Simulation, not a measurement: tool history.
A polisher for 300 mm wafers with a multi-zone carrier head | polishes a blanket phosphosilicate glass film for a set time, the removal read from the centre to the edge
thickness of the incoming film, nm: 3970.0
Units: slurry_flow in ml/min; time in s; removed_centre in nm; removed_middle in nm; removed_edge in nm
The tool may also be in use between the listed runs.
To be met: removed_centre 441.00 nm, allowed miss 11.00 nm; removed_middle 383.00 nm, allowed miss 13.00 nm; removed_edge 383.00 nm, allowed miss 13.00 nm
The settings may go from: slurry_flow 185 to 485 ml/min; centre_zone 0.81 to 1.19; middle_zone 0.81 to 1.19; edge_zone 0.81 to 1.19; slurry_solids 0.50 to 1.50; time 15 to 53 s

run,day,slurry_flow,centre_zone,middle_zone,edge_zone,slurry_solids,time,removed_centre,removed_middle,removed_edge
1,0.000,310,1.00,1.00,1.00,1.00,34,338.19,343.30,341.07
2,0.167,310,1.00,1.00,1.00,1.00,31,309.28,319.51,307.16
3,0.250,310,1.00,1.06,1.00,1.00,31,312.08,337.05,311.95
4,0.362,310,0.93,1.06,1.00,1.00,31,289.48,338.55,311.08
5,0.479,235,0.93,1.06,1.00,1.00,31,283.48,329.46,306.26
6,0.817,235,0.93,1.12,1.00,1.00,31,284.15,340.41,303.28
7,0.846,250,1.01,1.11,1.04,1.10,31,323.65,362.78,324.07
8,1.167,330,1.11,1.01,1.14,1.35,31,402.62,376.89,383.41
9,1.196,340,1.13,1.01,1.14,1.35,31,404.41,369.10,380.42
10,1.350,340,1.15,1.02,1.13,1.35,31,410.55,375.90,384.57
11,1.588,340,1.16,1.01,1.09,1.40,31,421.64,384.03,381.28
12,1.867,345,1.17,1.00,1.08,1.40,31,422.69,374.78,378.62

5 next moves are on the table. One of them brings every result within its allowed miss. Which?
A,2.146,195,1.14,0.99,1.09,1.40,33,?,?,?
B,2.146,290,1.19,1.00,1.06,1.45,32,?,?,?
C,2.146,375,1.06,1.05,1.10,1.45,30,?,?,?
D,2.146,310,1.19,0.89,0.99,1.50,32,?,?,?
E,2.146,335,1.12,1.00,1.10,1.50,30,?,?,?

move,removed_centre,removed_middle,removed_edge
A,414.75,372.01,387.38
B,447.33,386.57,389.30
C,385.81,386.51,377.74
D,456.01,357.56,384.40
E,407.24,372.16,380.23
A: further off than the last run
B: meets every target
C: further off than the last run
D: takes the result that was furthest off past its target
E: further off than the last run
The right move is B.
